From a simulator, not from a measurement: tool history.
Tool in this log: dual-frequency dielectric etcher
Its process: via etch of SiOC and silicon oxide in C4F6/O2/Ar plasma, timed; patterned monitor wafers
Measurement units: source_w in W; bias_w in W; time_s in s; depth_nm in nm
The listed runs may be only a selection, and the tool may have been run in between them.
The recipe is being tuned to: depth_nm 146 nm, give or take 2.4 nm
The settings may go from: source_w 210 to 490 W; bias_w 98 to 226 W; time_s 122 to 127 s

run,hour,source_w,bias_w,time_s,depth_nm
1,0,350,162,122,134.93
2,6.1,350,162,127,139.86
3,13.3,300,162,127,134.26
4,20.6,300,162,127,133.34
5,27.3,320,163,127,136.47
6,28.9,320,163,122,131.94
7,31.1,340,165,122,134.57
8,38.9,360,166,122,136.47
9,40.7,380,167,122,141.57
10,45.2,390,167,122,141.47
11,51.2,400,167,122,143.1

Pick the move, out of 4, that brings all results within their allowed miss; only one does.
A,57.2,370,153,127,?
B,57.2,490,128,122,?
C,57.2,400,172,123.5,?
D,57.2,380,157,125,?

move,depth_nm
A,140.22
B,140.5
C,145.19
D,140.37
A: the biggest miss grows against the last run
B: the biggest miss grows against the last run
C: every result lands within tolerance
D: the biggest miss grows against the last run
The move that meets every target is C.
